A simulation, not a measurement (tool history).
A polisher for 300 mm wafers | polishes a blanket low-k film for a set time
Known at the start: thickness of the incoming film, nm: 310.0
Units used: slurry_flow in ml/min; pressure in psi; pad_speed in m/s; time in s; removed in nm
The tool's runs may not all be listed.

{"run": 1, "hour": 0.0, "slurry_flow": 125, "pressure": 1.2, "pad_speed": 0.82, "slurry_solids": 1, "time": 101, "removed": 18.356}
{"run": 2, "hour": 4.4, "slurry_flow": 125, "pressure": 1.2, "pad_speed": 0.82, "slurry_solids": 0.85, "time": 101, "removed": 16.774}
{"run": 3, "hour": 5.9, "slurry_flow": 125, "pressure": 1.2, "pad_speed": 0.82, "slurry_solids": 0.95, "time": 101, "removed": 17.788}
{"run": 4, "hour": 14.2, "slurry_flow": 125, "pressure": 1.1, "pad_speed": 0.82, "slurry_solids": 0.95, "time": 101, "removed": 16.494}
{"run": 5, "hour": 19.0, "slurry_flow": 145, "pressure": 1.1, "pad_speed": 0.82, "slurry_solids": 0.95, "time": 101, "removed": 17.182}
{"run": 6, "hour": 20.6, "slurry_flow": 130, "pressure": 1, "pad_speed": 0.78, "slurry_solids": 0.95, "time": 101, "removed": 14.714}
{"run": 7, "hour": 25.2, "slurry_flow": 120, "pressure": 0.9, "pad_speed": 0.76, "slurry_solids": 0.95, "time": 101, "removed": 13.08}
{"run": 8, "hour": 27.0, "slurry_flow": 110, "pressure": 0.8, "pad_speed": 0.74, "slurry_solids": 0.95, "time": 101, "removed": 11.14}
{"run": 9, "hour": 30.2, "slurry_flow": 100, "pressure": 0.8, "pad_speed": 0.74, "slurry_solids": 0.95, "time": 101, "removed": 10.904}
{"run": 10, "hour": 38.7, "slurry_flow": 95, "pressure": 0.8, "pad_speed": 0.74, "slurry_solids": 0.95, "time": 101, "removed": 10.869}
{"hour": 40.2, "done": "conditioning disc replaced and pad reconditioned"}
{"run": 11, "hour": 40.2, "slurry_flow": 90, "pressure": 0.8, "pad_speed": 0.74, "slurry_solids": 0.95, "time": 101, "removed": 11.513}
{"run": 12, "hour": 45.4, "slurry_flow": 90, "pressure": 0.8, "pad_speed": 0.74, "slurry_solids": 0.95, "time": 101, "removed": 11.503}
{"run": 13, "hour": 51.9, "slurry_flow": 90, "pressure": 0.8, "pad_speed": 0.74, "slurry_solids": 0.95, "time": 101, "removed": 11.588}
{"run": 14, "hour": 57.6, "slurry_flow": 90, "pressure": 0.7, "pad_speed": 0.72, "slurry_solids": 0.95, "time": 101, "removed": 10.136}
{"run": 15, "hour": 60.7, "slurry_flow": 80, "pressure": 0.6, "pad_speed": 0.72, "slurry_solids": 0.95, "time": 101, "removed": 8.3112}

Run 16 is up next; what results do you expect?
{"run": 16, "hour": 62.4, "slurry_flow": 80, "pressure": 0.7, "pad_speed": 0.72, "slurry_solids": 0.95, "time": 101, "removed": "?"}

{"run 16": {"removed": 9.4915}}

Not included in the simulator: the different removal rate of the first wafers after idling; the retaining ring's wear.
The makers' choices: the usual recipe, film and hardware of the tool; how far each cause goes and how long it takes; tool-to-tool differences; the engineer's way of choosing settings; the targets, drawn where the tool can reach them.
